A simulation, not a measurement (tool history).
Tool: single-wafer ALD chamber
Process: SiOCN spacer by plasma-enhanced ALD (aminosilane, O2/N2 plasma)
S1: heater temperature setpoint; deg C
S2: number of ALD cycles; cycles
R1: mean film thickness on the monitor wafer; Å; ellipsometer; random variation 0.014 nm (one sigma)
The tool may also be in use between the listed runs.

Run 1, hour 0.0: S1 410 deg C, S2 84 cycles. Result: R1 47.938 Å.
Run 2, hour 1.7: S1 414 deg C, S2 80 cycles. Result: R1 45.324 Å.
Run 3, hour 10.4: S1 417 deg C, S2 76 cycles. Result: R1 42.508 Å.
Run 4, hour 19.1: S1 417 deg C, S2 82 cycles. Result: R1 45.765 Å.
Run 5, hour 27.8: S1 426 deg C, S2 82 cycles. Result: R1 44.121 Å.
Run 6, hour 31.8: S1 421 deg C, S2 82 cycles. Result: R1 45.023 Å.

Run 7 comes next. What will it give?
Run 7, hour 37.4: S1 423 deg C, S2 79 cycles. Result: R1 ?.

Run 7 gave R1 43.090 Å.

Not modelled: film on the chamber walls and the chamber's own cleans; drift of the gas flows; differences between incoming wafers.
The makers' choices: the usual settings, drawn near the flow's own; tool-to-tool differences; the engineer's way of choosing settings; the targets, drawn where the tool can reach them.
